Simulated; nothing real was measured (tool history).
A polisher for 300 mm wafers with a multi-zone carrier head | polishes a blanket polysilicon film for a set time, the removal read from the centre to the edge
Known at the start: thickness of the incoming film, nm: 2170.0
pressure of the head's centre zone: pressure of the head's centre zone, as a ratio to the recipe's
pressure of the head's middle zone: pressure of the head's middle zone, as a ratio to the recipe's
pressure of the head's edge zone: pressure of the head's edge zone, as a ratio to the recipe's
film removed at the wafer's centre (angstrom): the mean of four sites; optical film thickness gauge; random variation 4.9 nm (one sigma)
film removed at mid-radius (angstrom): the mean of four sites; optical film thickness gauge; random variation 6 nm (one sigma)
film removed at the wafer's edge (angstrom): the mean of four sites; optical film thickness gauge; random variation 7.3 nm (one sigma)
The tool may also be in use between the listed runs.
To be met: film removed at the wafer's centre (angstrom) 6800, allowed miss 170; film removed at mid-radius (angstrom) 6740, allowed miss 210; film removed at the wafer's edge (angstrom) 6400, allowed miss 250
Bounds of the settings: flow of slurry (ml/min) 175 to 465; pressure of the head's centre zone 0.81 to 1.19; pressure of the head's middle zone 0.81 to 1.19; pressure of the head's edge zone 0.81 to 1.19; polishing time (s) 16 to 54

run,day,flow of slurry (ml/min),pressure of the head's centre zone,pressure of the head's middle zone,pressure of the head's edge zone,polishing time (s),film removed at the wafer's centre (angstrom),film removed at mid-radius (angstrom),film removed at the wafer's edge (angstrom)
1,0,295,1,1,1,35,4307.6,4377.7,4331.9
2,0.075,295,1,1,0.93,35,4270.1,4291.9,4079.2
3,0.171,255,1,1,0.93,35,4169,4236.8,4054.8
4,0.458,255,1,1,0.93,27,3286,3297.2,3139.2
5,0.567,255,1,0.93,0.93,27,3213.2,3128.1,3123.2
6,0.588,280,1.03,0.99,0.98,31,3874.5,3777.8,3671.1
7,0.812,295,1.05,1.02,1.02,34,4277.1,4290.9,4124.3
8,1.108,315,1.07,1.03,1.05,37,4771.1,4702.8,4631.4
9,1.338,330,1.09,1.06,1.07,39,5113.3,5005.1,5035
10,1.704,335,1.11,1.09,1.06,41,5460.9,5527.6,5139.5
11,1.871,345,1.13,1.1,1.08,42,5733.1,5670.4,5469.8
12,2.117,385,1.19,1.19,1.1,46,6551.9,6615.4,6016.8
13,2.2,385,1.19,1.19,1.11,46,6586.6,6592.6,5967.9
14,2.308,385,1.19,1.18,1.12,46,6562.5,6566.2,6026.7

Which of these 5 next moves meets every target?
A,2.417,400,1.16,1.14,1.19,46,?,?,?
B,2.417,410,1.01,1.05,1.19,49,?,?,?
C,2.417,410,1.11,1.14,1.12,47,?,?,?
D,2.417,305,1.16,1.14,1.11,50,?,?,?
E,2.417,395,1.11,1.19,1.05,46,?,?,?

move,film removed at the wafer's centre (angstrom),film removed at mid-radius (angstrom),film removed at the wafer's edge (angstrom)
A,6515.2,6435.6,6190.1
B,6295.4,6469.2,6610.3
C,6460.9,6589.8,6138.3
D,6893.3,6826.1,6368.4
E,6305.6,6641.3,5799.7
A: brings the result that was furthest off to its target, and leaves another outside
B: brings the result that was furthest off to its target, and leaves another outside
C: further off than the last run
D: meets every target
E: further off than the last run
Answer: D

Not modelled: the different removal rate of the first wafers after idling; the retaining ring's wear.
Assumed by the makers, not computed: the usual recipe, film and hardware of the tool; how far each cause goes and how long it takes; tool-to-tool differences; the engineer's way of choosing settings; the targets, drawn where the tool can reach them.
